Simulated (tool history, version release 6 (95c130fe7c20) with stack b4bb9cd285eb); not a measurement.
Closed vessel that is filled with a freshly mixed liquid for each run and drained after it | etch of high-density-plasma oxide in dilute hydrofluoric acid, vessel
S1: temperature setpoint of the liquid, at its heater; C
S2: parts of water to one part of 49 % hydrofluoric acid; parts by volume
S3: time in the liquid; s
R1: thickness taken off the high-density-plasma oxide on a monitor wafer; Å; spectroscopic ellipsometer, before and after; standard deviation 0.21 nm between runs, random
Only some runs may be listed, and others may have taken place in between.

run	day	S1	S2	S3	R1
1	0	21	295	2560	456.51
2	0.167	21	235	2560	606.13
3	0.292	24	235	2560	672.26
4	0.596	24	140	2560	1240.4
5	0.908	22	205	2560	733.49
6	1.079	20	205	2560	683.77

What will run 7 give?
7	1.458	19	250	2560	?

Run 7 came out at R1 522.84 Å.

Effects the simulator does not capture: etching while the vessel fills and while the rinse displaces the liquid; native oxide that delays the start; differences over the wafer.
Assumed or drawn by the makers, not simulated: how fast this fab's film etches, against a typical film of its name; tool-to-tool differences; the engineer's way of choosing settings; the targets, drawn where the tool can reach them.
